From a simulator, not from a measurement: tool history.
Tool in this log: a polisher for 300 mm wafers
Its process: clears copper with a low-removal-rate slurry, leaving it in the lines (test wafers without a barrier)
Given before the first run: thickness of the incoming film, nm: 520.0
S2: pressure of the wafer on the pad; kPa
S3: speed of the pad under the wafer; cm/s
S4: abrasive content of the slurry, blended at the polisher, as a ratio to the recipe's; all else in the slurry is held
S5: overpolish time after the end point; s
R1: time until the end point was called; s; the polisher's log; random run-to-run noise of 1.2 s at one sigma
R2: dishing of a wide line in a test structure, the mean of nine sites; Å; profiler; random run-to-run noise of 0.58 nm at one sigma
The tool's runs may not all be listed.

Run 1, hour 0: flow of slurry (ml/min) 220, S2 27.6 kPa, S3 136 cm/s, S4 1, S5 30 s. Result: R1 94.114 s, R2 793.14 Å.
Run 2, hour 2.1: flow of slurry (ml/min) 220, S2 25.5 kPa, S3 142 cm/s, S4 1, S5 23 s. Result: R1 98.294 s, R2 637.42 Å.
Run 3, hour 7.9: flow of slurry (ml/min) 220, S2 24.8 kPa, S3 144 cm/s, S4 1, S5 19 s. Result: R1 97.804 s, R2 533.99 Å.
Run 4, hour 9.2: flow of slurry (ml/min) 220, S2 24.1 kPa, S3 146 cm/s, S4 1, S5 18 s. Result: R1 100.39 s, R2 511.08 Å.
Run 5, hour 12.8: flow of slurry (ml/min) 220, S2 24.1 kPa, S3 170 cm/s, S4 1, S5 18 s. Result: R1 87.475 s, R2 543.6 Å.
Run 6, hour 18.7: flow of slurry (ml/min) 220, S2 24.1 kPa, S3 186 cm/s, S4 1, S5 18 s. Result: R1 79.993 s, R2 600.46 Å.
Run 7, hour 23.2: flow of slurry (ml/min) 220, S2 22.1 kPa, S3 186 cm/s, S4 1, S5 17 s. Result: R1 86.56 s, R2 527.29 Å.

Expected results for the next run?
Run 8, hour 24.9: flow of slurry (ml/min) 220, S2 20.7 kPa, S3 186 cm/s, S4 1, S5 17 s. Result: R1 ?, R2 ?.

{"run 8": {"R1": 93.606, "R2": 494.79}}

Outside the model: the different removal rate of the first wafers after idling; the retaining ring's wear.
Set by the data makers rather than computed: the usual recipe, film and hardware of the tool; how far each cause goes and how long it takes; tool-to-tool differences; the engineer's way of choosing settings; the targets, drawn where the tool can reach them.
